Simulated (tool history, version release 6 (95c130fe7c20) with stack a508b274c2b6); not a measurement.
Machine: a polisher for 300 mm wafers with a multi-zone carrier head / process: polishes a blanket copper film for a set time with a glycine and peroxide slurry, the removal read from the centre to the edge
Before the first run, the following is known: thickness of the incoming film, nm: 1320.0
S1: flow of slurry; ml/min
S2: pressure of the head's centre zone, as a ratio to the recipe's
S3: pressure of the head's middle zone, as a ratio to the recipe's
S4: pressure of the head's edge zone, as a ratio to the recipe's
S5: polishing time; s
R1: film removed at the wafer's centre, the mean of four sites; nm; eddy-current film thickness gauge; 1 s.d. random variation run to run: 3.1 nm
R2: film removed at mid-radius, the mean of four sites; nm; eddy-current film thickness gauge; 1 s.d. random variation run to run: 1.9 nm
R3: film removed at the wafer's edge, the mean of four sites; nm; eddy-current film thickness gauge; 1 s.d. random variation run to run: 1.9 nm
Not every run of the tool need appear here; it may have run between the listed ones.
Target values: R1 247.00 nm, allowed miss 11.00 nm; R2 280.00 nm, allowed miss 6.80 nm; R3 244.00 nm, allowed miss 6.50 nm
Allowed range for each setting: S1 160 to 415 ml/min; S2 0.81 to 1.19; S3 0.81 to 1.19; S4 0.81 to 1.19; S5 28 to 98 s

run,hour,S1,S2,S3,S4,S5,R1,R2,R3
1,0.0,265,1.00,1.00,1.00,63,415.13,402.12,414.16
2,3.0,335,1.00,1.00,1.00,63,427.38,412.10,426.29
3,10.7,270,1.00,1.00,1.00,63,415.18,404.28,415.98
4,14.6,270,1.00,1.00,0.92,63,405.30,403.02,403.30
5,19.9,270,1.00,0.92,0.92,63,425.02,375.16,402.19
6,23.2,270,1.00,1.00,0.92,63,413.69,401.38,402.57
7,24.9,265,1.00,1.01,0.91,60,397.26,386.18,384.16
8,27.1,260,0.99,1.03,0.90,57,375.24,370.79,361.81
9,28.4,255,0.89,1.13,0.81,39,229.90,275.12,236.00
10,32.4,260,0.89,1.13,0.81,39,232.69,277.22,237.65
11,34.8,265,0.89,1.13,0.81,39,226.90,274.80,234.85
12,37.4,265,0.90,1.13,0.81,39,235.38,276.88,236.28

Next run, 4 choices. One meets every target within its allowed miss, the rest don't. Which?
A,40.0,230,0.92,1.11,0.81,41,?,?,?
B,40.0,260,0.81,1.16,0.85,39,?,?,?
C,40.0,320,0.91,1.13,0.81,37,?,?,?
D,40.0,265,0.97,1.16,0.81,38,?,?,?

move,R1,R2,R3
A,245.17,280.10,242.12
B,212.21,280.44,237.02
C,227.15,265.05,223.79
D,241.93,273.58,226.75
A: all results in spec
B: moves away from the targets compared with the last run
C: moves away from the targets compared with the last run
D: moves away from the targets compared with the last run
Move A is the one to make.

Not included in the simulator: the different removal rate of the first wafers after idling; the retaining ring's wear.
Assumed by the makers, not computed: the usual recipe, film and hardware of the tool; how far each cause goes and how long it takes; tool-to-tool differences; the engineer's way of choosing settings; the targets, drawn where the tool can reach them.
